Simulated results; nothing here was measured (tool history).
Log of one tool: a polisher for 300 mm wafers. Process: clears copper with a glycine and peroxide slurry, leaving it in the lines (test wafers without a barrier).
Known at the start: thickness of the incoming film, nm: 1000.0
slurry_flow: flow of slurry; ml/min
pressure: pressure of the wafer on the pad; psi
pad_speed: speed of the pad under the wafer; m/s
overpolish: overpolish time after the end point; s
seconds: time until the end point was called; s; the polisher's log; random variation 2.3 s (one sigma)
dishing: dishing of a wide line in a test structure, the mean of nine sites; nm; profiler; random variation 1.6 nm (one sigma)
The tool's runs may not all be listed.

| run | day | slurry_flow | pressure | pad_speed | overpolish | seconds | dishing |
|---|---|---|---|---|---|---|---|
| 1 | 0 | 215 | 3.4 | 1.24 | 14 | 129.07 | 71.496 |
| 2 | 0.271 | 215 | 3.6 | 1.24 | 16 | 122.94 | 81.371 |
| 3 | 0.554 | 215 | 3.7 | 1.24 | 18 | 122.13 | 90.938 |
| 4 | 0.592 | 215 | 3.7 | 1.24 | 21 | 121.43 | 102.29 |
| 5 | 0.825 | 255 | 3.7 | 1.24 | 21 | 116.58 | 103.86 |
|  | 1.029 | slurry nozzle cleaned |
| 6 | 1.029 | 250 | 3.8 | 1.24 | 22 | 107.53 | 114.94 |
| 7 | 1.325 | 245 | 3.8 | 1.24 | 22 | 105.04 | 113.72 |

Run 8 comes next. What will it give?
| 8 | 1.646 | 235 | 3.8 | 1.24 | 22 | ? | ? |

{"run 8": {"seconds": 106.93, "dishing": 114.49}}

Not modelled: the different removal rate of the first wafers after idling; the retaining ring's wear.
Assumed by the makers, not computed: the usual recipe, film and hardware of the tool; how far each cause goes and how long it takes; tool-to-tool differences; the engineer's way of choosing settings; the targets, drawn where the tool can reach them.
